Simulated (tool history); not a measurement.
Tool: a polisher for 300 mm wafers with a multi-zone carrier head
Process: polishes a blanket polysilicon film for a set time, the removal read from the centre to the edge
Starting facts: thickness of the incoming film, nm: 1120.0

| run | day | flow of slurry (ml/min) | pressure of the head's centre zone | pressure of the head's middle zone | pressure of the head's edge zone | polishing time (s) | film removed at the wafer's centre (angstrom) | film removed at mid-radius (angstrom) | film removed at the wafer's edge (angstrom) |
|---|---|---|---|---|---|---|---|---|---|
| 1 | 0 | 225 | 1 | 1 | 1 | 34 | 4456 | 4235.8 | 4385.8 |
| 2 | 0.162 | 225 | 1 | 1.04 | 1 | 34 | 4465.1 | 4432.2 | 4425.2 |
| 3 | 0.229 | 175 | 1 | 1.04 | 1 | 34 | 4279.3 | 4238.2 | 4369.3 |
| 4 | 0.525 | 170 | 1.04 | 1.04 | 1.04 | 36 | 4652.5 | 4520.7 | 4703.8 |
| 5 | 0.588 | 170 | 1.04 | 1.04 | 1.04 | 31 | 3992.9 | 3889.6 | 4092.8 |
| 6 | 0.654 | 175 | 1.07 | 1.03 | 1.07 | 34 | 4527 | 4222.5 | 4360.4 |

Run 7 has not been measured yet. What should we expect?
| 7 | 0.954 | 165 | 1.07 | 1.01 | 1.08 | 37 | ? | ? | ? |

film removed at the wafer's centre (angstrom): 4838
film removed at mid-radius (angstrom): 4553
film removed at the wafer's edge (angstrom): 4886.3

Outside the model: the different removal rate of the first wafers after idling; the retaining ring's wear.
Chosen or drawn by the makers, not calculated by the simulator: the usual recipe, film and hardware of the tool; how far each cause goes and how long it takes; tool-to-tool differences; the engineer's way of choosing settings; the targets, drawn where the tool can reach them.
